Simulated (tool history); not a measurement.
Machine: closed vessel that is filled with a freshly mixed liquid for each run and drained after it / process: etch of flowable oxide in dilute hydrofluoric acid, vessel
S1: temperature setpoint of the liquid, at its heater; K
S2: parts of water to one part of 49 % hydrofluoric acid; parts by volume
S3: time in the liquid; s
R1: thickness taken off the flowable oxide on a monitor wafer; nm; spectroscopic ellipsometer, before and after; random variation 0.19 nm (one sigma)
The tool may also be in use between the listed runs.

run,day,S1,S2,S3,R1
1,0.000,296.15,290,210,17.521
2,0.050,296.15,375,210,12.502
3,0.225,296.15,375,210,12.632
4,0.354,298.15,375,210,13.455
5,0.554,294.65,375,210,11.833
6,0.746,298.15,375,210,13.355
7,0.796,299.65,330,210,16.847
8,1.150,300.65,295,210,19.956

What does the tool deliver on the next run?
9,1.454,301.65,265,210,?

Logged for run 9: R1 23.611 nm.
